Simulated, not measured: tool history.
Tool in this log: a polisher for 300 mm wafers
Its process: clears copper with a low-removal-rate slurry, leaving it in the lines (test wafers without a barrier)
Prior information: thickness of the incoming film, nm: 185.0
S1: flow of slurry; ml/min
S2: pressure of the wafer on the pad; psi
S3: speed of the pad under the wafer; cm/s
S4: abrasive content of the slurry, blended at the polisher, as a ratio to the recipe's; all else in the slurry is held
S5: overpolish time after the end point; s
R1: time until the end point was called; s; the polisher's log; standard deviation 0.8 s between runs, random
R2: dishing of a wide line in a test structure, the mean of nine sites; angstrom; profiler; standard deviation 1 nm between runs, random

{"run": 1, "hour": 0.0, "S1": 260, "S2": 3.0, "S3": 86, "S4": 1.0, "S5": 24, "R1": 84.783, "R2": 353.07}
{"run": 2, "hour": 7.6, "S1": 260, "S2": 3.0, "S3": 86, "S4": 0.85, "S5": 24, "R1": 88.338, "R2": 330.81}
{"run": 3, "hour": 11.4, "S1": 265, "S2": 3.1, "S3": 86, "S4": 0.9, "S5": 27, "R1": 83.032, "R2": 396.01}
{"run": 4, "hour": 19.9, "S1": 265, "S2": 3.1, "S3": 86, "S4": 0.7, "S5": 27, "R1": 88.639, "R2": 379.24}
{"run": 5, "hour": 23.8, "S1": 265, "S2": 3.1, "S3": 86, "S4": 0.5, "S5": 27, "R1": 95.953, "R2": 350.83}
{"run": 6, "hour": 24.6, "S1": 265, "S2": 3.3, "S3": 86, "S4": 0.5, "S5": 29, "R1": 92.591, "R2": 383.18}
{"run": 7, "hour": 30.4, "S1": 265, "S2": 4.1, "S3": 88, "S4": 0.5, "S5": 39, "R1": 78.964, "R2": 549.0}
{"run": 8, "hour": 35.2, "S1": 265, "S2": 4.2, "S3": 88, "S4": 0.5, "S5": 40, "R1": 76.617, "R2": 575.09}

Run 9 is up next; what results do you expect?
{"run": 9, "hour": 40.0, "S1": 265, "S2": 4.3, "S3": 88, "S4": 0.5, "S5": 40, "R1": "?", "R2": "?"}

R1: 77.164 s
R2: 577.06 angstrom
